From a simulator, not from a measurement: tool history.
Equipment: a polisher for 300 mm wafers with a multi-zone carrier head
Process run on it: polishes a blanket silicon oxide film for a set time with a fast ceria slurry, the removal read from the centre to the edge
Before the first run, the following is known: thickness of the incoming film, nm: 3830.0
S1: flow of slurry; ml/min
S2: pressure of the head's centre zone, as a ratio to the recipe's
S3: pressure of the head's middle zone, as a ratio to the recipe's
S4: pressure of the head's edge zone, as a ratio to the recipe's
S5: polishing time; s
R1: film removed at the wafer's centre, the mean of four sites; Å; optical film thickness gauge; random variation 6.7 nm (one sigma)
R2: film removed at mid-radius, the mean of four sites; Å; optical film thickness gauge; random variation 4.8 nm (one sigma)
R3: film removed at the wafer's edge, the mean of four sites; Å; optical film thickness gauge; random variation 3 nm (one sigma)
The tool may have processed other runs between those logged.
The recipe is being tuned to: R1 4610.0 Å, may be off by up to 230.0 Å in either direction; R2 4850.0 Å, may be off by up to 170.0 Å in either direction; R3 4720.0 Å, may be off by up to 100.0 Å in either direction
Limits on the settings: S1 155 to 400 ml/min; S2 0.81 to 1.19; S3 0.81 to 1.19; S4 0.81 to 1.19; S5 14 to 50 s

{"run": 1, "hour": 0.0, "S1": 255, "S2": 1.0, "S3": 1.0, "S4": 1.0, "S5": 32, "R1": 7936.2, "R2": 7770.0, "R3": 7680.0}
{"run": 2, "hour": 2.2, "S1": 250, "S2": 0.98, "S3": 0.99, "S4": 0.97, "S5": 29, "R1": 6872.2, "R2": 7028.3, "R3": 6925.7}
{"run": 3, "hour": 5.6, "S1": 245, "S2": 0.98, "S3": 0.98, "S4": 0.95, "S5": 27, "R1": 6563.7, "R2": 6552.1, "R3": 6333.7}
{"run": 4, "hour": 11.1, "S1": 245, "S2": 0.98, "S3": 0.98, "S4": 0.95, "S5": 30, "R1": 6954.2, "R2": 7232.1, "R3": 6977.6}
{"run": 5, "hour": 12.2, "S1": 240, "S2": 0.97, "S3": 0.96, "S4": 0.93, "S5": 28, "R1": 6517.2, "R2": 6706.3, "R3": 6489.7}
{"run": 6, "hour": 21.0, "S1": 235, "S2": 0.96, "S3": 0.94, "S4": 0.91, "S5": 26, "R1": 6070.3, "R2": 5954.1, "R3": 6034.1}
{"run": 7, "hour": 22.0, "S1": 235, "S2": 0.96, "S3": 0.94, "S4": 0.91, "S5": 26, "R1": 6132.6, "R2": 6001.6, "R3": 5891.2}
{"run": 8, "hour": 26.5, "S1": 225, "S2": 0.93, "S3": 0.93, "S4": 0.89, "S5": 25, "R1": 5650.9, "R2": 5706.4, "R3": 5585.9}
{"run": 9, "hour": 35.4, "S1": 215, "S2": 0.91, "S3": 0.92, "S4": 0.87, "S5": 25, "R1": 5422.0, "R2": 5636.4, "R3": 5566.6}
{"run": 10, "hour": 36.1, "S1": 210, "S2": 0.9, "S3": 0.92, "S4": 0.82, "S5": 19, "R1": 4118.4, "R2": 4221.2, "R3": 4113.4}
{"run": 11, "hour": 44.9, "S1": 210, "S2": 0.9, "S3": 0.92, "S4": 0.82, "S5": 19, "R1": 4037.0, "R2": 4240.6, "R3": 4121.4}
{"run": 12, "hour": 46.9, "S1": 225, "S2": 0.91, "S3": 0.93, "S4": 0.84, "S5": 19, "R1": 4189.2, "R2": 4273.5, "R3": 4168.0}
{"run": 13, "hour": 50.8, "S1": 225, "S2": 0.92, "S3": 0.94, "S4": 0.87, "S5": 19, "R1": 4220.8, "R2": 4369.6, "R3": 4299.2}
{"run": 14, "hour": 59.3, "S1": 295, "S2": 0.98, "S3": 1.0, "S4": 0.96, "S5": 19, "R1": 4590.0, "R2": 4733.9, "R3": 4562.2}

Exercise: of the 5 proposed moves below, exactly one satisfies all targets within the stated allowed misses. Which move is it?
{"run": "A", "hour": 67.8, "S1": 330, "S2": 0.95, "S3": 1.01, "S4": 1.01, "S5": 19, "R1": "?", "R2": "?", "R3": "?"}
{"run": "B", "hour": 67.8, "S1": 260, "S2": 0.92, "S3": 0.91, "S4": 1.05, "S5": 20, "R1": "?", "R2": "?", "R3": "?"}
{"run": "C", "hour": 67.8, "S1": 270, "S2": 1.03, "S3": 1.0, "S4": 0.98, "S5": 19, "R1": "?", "R2": "?", "R3": "?"}
{"run": "D", "hour": 67.8, "S1": 310, "S2": 1.05, "S3": 1.0, "S4": 0.86, "S5": 19, "R1": "?", "R2": "?", "R3": "?"}
{"run": "E", "hour": 67.8, "S1": 295, "S2": 1.0, "S3": 0.98, "S4": 0.95, "S5": 18, "R1": "?", "R2": "?", "R3": "?"}

move=A R1=4543.2 R2=4871.2 R3=4661.4
move=B R1=4501.0 R2=4600.5 R3=4912.2
move=C R1=4817.8 R2=4731.6 R3=4522.6
move=D R1=4992.1 R2=4801.9 R3=4305.0
move=E R1=4477.1 R2=4453.9 R3=4254.1
A: in spec on every target
B: moves the result that the last run missed by most past its target, out the other side
C: moves away from the targets compared with the last run
D: moves away from the targets compared with the last run
E: moves away from the targets compared with the last run
So the answer is move A, the one that meets all the targets.
